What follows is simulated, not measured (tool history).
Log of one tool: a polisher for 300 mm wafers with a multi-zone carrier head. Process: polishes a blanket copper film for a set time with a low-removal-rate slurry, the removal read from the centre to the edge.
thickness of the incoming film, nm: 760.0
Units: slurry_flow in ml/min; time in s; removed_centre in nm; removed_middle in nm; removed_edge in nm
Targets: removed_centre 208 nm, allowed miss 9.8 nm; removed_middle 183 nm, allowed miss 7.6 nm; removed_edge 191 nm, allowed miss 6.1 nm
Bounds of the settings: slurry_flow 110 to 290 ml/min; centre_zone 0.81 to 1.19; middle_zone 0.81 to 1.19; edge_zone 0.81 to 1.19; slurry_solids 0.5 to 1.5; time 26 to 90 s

| run | hour | slurry_flow | centre_zone | middle_zone | edge_zone | slurry_solids | time | removed_centre | removed_middle | removed_edge |
|---|---|---|---|---|---|---|---|---|---|---|
| 1 | 0 | 185 | 1 | 1 | 1 | 1 | 58 | 234.09 | 230.69 | 234.53 |
| 2 | 7.5 | 180 | 1.01 | 0.97 | 0.96 | 0.85 | 57 | 220.91 | 211.57 | 214.6 |
| 3 | 12.5 | 180 | 1.09 | 0.97 | 0.96 | 0.85 | 57 | 236.58 | 216.01 | 218.63 |
| 4 | 15.2 | 170 | 1.07 | 0.94 | 0.93 | 0.8 | 57 | 229.35 | 201.48 | 211.33 |
| 5 | 23.6 | 170 | 1.07 | 0.94 | 0.93 | 0.65 | 57 | 212.36 | 193.41 | 200.41 |
| 6 | 27.6 | 170 | 1.07 | 0.94 | 0.87 | 0.65 | 57 | 214.69 | 196.6 | 193.93 |
| 7 | 30.7 | 165 | 1.07 | 0.93 | 0.87 | 0.65 | 57 | 219.76 | 190.99 | 195.75 |
| 8 | 38.4 | 160 | 1.06 | 0.93 | 0.87 | 0.65 | 57 | 216.83 | 187.78 | 195.37 |
| 9 | 47.2 | 160 | 1.05 | 0.93 | 0.87 | 0.65 | 57 | 211.48 | 194.36 | 196.57 |

4 next moves are on the table. One of them brings every result within its allowed miss. Which?
| A | 56 | 125 | 1.02 | 0.82 | 0.92 | 0.5 | 62 | ? | ? | ? |
| B | 56 | 215 | 1.06 | 0.91 | 0.92 | 0.6 | 54 | ? | ? | ? |
| C | 56 | 225 | 1.07 | 1 | 0.81 | 0.7 | 53 | ? | ? | ? |
| D | 56 | 170 | 0.99 | 1 | 0.84 | 0.55 | 61 | ? | ? | ? |

| move | removed_centre | removed_middle | removed_edge |
|---|---|---|---|
| A | 199 | 170.69 | 194.96 |
| B | 207.23 | 183.78 | 188.37 |
| C | 214.28 | 203.1 | 184.07 |
| D | 206.56 | 212.76 | 197.06 |
A: takes the result that was furthest off past its target
B: meets every target
C: further off than the last run
D: further off than the last run
The right move is B.

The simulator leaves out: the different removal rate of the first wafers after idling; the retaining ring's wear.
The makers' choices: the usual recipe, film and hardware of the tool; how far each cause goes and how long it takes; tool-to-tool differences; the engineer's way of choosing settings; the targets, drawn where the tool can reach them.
